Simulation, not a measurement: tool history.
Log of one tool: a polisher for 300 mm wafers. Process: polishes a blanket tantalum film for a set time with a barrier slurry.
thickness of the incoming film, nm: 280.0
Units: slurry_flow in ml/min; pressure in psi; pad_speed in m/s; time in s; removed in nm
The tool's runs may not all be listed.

run  hour  slurry_flow  pressure  pad_speed  slurry_solids  time  removed
  1     0          315       1.3       0.88              1   106   92.384
  2   5.4          315       1.4       0.88              1   106   98.909
  3    14          260       1.4       0.88              1   106   95.726
  4  20.5          260       1.1       0.88              1   106   78.469
  5  21.5          260       1.4       0.88              1   106   96.891
  6  29.3          260       1.4       1.04              1   106   114.17

Run 7 comes next. What will it give?
  7  33.6          260       1.5       1.04              1   106        ?

{"run 7": {"removed": 123.27}}
